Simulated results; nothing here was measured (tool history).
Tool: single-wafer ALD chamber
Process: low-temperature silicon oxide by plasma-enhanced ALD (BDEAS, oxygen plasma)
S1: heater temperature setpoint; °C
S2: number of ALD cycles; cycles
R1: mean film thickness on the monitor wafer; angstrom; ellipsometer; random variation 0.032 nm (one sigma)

run	hour	S1	S2	R1
1	0	105	33	49.087
2	4.3	104	34	50.341
3	13	104	37	54.868
4	17	104	33	49.515
5	21.1	102	34	50.38
6	24.6	102	35	52.056
7	30.8	102	36	54.095
8	34.9	100	36	53.172

Run 9 comes next. What will it give?
9	43.2	100	37	?

Run 9 gave R1 55.348 angstrom.

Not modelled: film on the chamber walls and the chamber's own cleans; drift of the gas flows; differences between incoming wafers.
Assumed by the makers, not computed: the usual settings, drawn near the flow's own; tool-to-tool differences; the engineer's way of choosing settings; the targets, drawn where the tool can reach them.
